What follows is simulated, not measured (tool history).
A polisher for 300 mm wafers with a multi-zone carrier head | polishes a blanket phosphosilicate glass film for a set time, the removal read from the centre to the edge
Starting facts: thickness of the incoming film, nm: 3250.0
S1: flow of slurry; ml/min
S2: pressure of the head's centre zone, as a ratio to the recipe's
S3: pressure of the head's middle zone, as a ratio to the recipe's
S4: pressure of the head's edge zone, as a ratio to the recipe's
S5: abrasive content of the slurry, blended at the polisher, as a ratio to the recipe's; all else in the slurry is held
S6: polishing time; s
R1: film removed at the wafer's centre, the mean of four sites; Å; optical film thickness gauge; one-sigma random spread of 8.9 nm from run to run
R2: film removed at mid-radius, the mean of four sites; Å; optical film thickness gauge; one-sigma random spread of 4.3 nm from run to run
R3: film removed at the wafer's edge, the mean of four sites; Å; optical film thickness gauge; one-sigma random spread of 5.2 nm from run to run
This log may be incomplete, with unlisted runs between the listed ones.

{"run": 1, "hour": 0.0, "S1": 155, "S2": 1, "S3": 1, "S4": 1, "S5": 1, "S6": 88, "R1": 9167.1, "R2": 9214.3, "R3": 9211.8}
{"run": 2, "hour": 8.9, "S1": 115, "S2": 1, "S3": 1, "S4": 1, "S5": 1, "S6": 88, "R1": 8774.4, "R2": 8762.4, "R3": 9016.8}
{"run": 3, "hour": 13.5, "S1": 115, "S2": 1, "S3": 1, "S4": 1, "S5": 1, "S6": 110, "R1": 10991, "R2": 11020, "R3": 11167}
{"run": 4, "hour": 20.9, "S1": 115, "S2": 1, "S3": 1, "S4": 1, "S5": 1, "S6": 126, "R1": 12559, "R2": 12732, "R3": 12949}
{"run": 5, "hour": 22.8, "S1": 115, "S2": 1, "S3": 1, "S4": 1, "S5": 1.1, "S6": 126, "R1": 12889, "R2": 13196, "R3": 13164}
{"run": 6, "hour": 30.5, "S1": 130, "S2": 1.02, "S3": 1.02, "S4": 0.95, "S5": 0.95, "S6": 105, "R1": 10465, "R2": 10631, "R3": 10425}
{"run": 7, "hour": 33.9, "S1": 155, "S2": 1.06, "S3": 1.03, "S4": 0.92, "S5": 0.8, "S6": 89, "R1": 8863, "R2": 8603.8, "R3": 8092.5}
{"run": 8, "hour": 36.0, "S1": 160, "S2": 1.06, "S3": 1.02, "S4": 0.9, "S5": 0.7, "S6": 84, "R1": 8145, "R2": 7571.7, "R3": 7159.8}
{"run": 9, "hour": 43.4, "S1": 160, "S2": 1.05, "S3": 1.02, "S4": 0.88, "S5": 0.65, "S6": 82, "R1": 7585.9, "R2": 7365.4, "R3": 6791}

Run 10 is up next; what results do you expect?
{"run": 10, "hour": 52.2, "S1": 120, "S2": 1.1, "S3": 0.96, "S4": 0.81, "S5": 0.5, "S6": 76, "R1": "?", "R2": "?", "R3": "?"}

{"run 10": {"R1": 6184.7, "R2": 5425.5, "R3": 5186}}
